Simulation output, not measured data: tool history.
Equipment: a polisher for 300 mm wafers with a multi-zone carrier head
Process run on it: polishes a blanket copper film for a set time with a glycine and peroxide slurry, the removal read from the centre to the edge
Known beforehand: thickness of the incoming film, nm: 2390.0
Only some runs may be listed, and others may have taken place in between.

run,hour,flow of slurry (ml/min),pressure of the head's centre zone,pressure of the head's middle zone,pressure of the head's edge zone,polishing time (s),film removed at the wafer's centre (Å),film removed at mid-radius (Å),film removed at the wafer's edge (Å)
1,0,280,1,1,1,45,2567.6,2620.3,2552.1
2,6.2,280,0.99,0.98,0.98,42,2380.8,2392,2339.2
3,14.3,275,0.97,0.96,0.96,40,2196,2235.7,2237.1
4,17.7,240,0.97,0.96,0.96,40,2140.9,2202.3,2235.5
5,18.8,180,0.97,0.96,0.96,40,2050.3,2090.7,2124.6
6,27.5,180,0.97,1.03,0.96,40,2054.4,2174.5,2115.8
7,31.7,180,0.97,1.02,0.95,38,1952.4,2069.8,1987.7
8,35.9,180,0.97,1.01,0.94,36,1851.1,1911.7,1848.5
9,42.3,190,0.87,0.91,0.84,29,1356,1502.9,1456.8
10,43.9,190,0.88,0.9,0.84,29,1344.8,1515.1,1452.6

Run 11, settings as shown, results not yet in. Your forecast:
11,49.6,190,0.89,0.89,0.84,29,?,?,?

film removed at the wafer's centre (Å): 1361.2
film removed at mid-radius (Å): 1488.4
film removed at the wafer's edge (Å): 1479.6
